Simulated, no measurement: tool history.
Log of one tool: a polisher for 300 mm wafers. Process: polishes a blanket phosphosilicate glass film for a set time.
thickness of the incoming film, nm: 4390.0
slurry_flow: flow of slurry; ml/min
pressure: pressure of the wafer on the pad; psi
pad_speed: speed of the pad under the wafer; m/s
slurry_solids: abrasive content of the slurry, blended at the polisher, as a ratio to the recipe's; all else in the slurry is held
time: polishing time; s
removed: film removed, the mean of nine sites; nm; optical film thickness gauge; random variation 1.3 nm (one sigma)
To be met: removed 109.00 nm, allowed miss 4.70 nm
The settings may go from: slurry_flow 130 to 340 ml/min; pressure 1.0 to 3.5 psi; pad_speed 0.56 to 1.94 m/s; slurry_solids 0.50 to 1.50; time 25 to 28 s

run	hour	slurry_flow	pressure	pad_speed	slurry_solids	time	removed
1	0.0	220	2.2	1.24	1.00	28	173.26
2	5.1	195	2.2	1.24	1.00	28	169.22
3	12.4	195	1.9	1.22	1.00	28	152.23
4	18.6	195	1.9	1.22	1.15	28	157.49
5	24.6	195	1.6	1.20	1.15	28	139.80
6	31.1	225	1.6	1.20	1.15	28	137.74
7	33.5	225	1.4	1.20	1.15	28	126.33
8	38.3	225	1.3	1.20	1.15	28	117.61

5 next moves are on the table. One of them brings every result within its allowed miss. Which?
A	43.1	225	1.3	1.18	1.05	27	?
B	43.1	210	1.4	1.36	1.20	26	?
C	43.1	200	1.4	1.34	1.20	28	?
D	43.1	250	1.4	1.20	1.20	27	?
E	43.1	240	1.7	1.30	1.20	25	?

move	removed
A	110.76
B	127.01
C	134.95
D	127.86
E	143.92
A: meets every target
B: further off than the last run
C: further off than the last run
D: further off than the last run
E: further off than the last run
The right move is A.
